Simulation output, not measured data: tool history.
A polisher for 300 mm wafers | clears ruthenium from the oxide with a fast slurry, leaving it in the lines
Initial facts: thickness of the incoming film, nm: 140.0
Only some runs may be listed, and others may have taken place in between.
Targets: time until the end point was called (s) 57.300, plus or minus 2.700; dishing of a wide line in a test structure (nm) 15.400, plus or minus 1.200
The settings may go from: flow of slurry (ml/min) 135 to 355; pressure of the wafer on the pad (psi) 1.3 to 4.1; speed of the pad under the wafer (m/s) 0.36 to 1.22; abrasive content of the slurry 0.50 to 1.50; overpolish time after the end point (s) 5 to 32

run	hour	flow of slurry (ml/min)	pressure of the wafer on the pad (psi)	speed of the pad under the wafer (m/s)	abrasive content of the slurry	overpolish time after the end point (s)	time until the end point was called (s)	dishing of a wide line in a test structure (nm)
1	0.0	225	2.7	0.78	1.00	16	37.975	41.266
2	1.5	225	2.4	0.78	1.00	13	41.992	32.374
3	8.2	225	2.2	0.78	1.00	11	46.090	25.406
4	13.6	225	2.2	0.78	1.00	14	46.676	30.990
5	22.4	225	2.0	0.78	1.00	12	49.991	24.508
6	29.2	225	1.9	0.78	1.00	11	52.387	22.189
7	35.1	225	1.8	0.78	1.00	10	56.176	19.713
8	39.8	225	1.8	0.78	1.00	9	54.471	17.391
9	47.9	225	1.8	0.78	1.00	9	55.515	17.581

Below are 5 possible settings for the next run. Only one of them brings all results inside the allowed miss of their targets. Which is it?
A	56.0	285	1.6	0.98	1.05	7	?	?
B	56.0	195	1.6	0.86	0.90	8	?	?
C	56.0	215	1.7	0.92	0.95	12	?	?
D	56.0	250	1.7	0.80	1.10	11	?	?
E	56.0	190	1.9	0.72	1.00	8	?	?

move	time until the end point was called (s)	dishing of a wide line in a test structure (nm)
A	50.368	14.649
B	64.190	13.208
C	54.869	22.380
D	53.551	21.124
E	56.669	14.868
A: corrects the largest miss of the last run, while another result sits out of spec
B: takes the result that was furthest off past its target
C: moves away from the targets compared with the last run
D: moves away from the targets compared with the last run
E: each result inside its tolerance
Go with E: it meets all targets.

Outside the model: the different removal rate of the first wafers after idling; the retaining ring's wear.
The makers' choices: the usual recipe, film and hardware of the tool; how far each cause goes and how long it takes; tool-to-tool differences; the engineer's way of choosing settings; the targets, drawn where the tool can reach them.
